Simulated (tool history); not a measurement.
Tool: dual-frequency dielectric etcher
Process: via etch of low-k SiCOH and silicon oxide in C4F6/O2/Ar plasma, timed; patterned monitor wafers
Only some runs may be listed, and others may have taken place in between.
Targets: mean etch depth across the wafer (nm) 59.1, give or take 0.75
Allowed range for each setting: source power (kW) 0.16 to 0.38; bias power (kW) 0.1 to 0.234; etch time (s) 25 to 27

run	hour	source power (kW)	bias power (kW)	etch time (s)	mean etch depth across the wafer (nm)
1	0	0.27	0.167	27	54.187
2	4.1	0.32	0.167	27	56.988
3	11	0.32	0.167	25	52.724
4	18.7	0.33	0.18	25	54.891
5	22.9	0.33	0.18	25	54.784
6	24.2	0.38	0.18	25	57.673
7	27.4	0.38	0.185	25	57.809
8	28.4	0.38	0.189	25	58.246

Pick the move, out of 4, that brings all results within their allowed miss; only one does.
A	29.4	0.38	0.153	27	?
B	29.4	0.38	0.157	26	?
C	29.4	0.36	0.171	26	?
D	29.4	0.38	0.185	25	?

move	mean etch depth across the wafer (nm)
A	58.868
B	57.148
C	57.662
D	57.912
A: all results in spec
B: further off than the last run
C: further off than the last run
D: further off than the last run
Correct choice: A, which meets every target
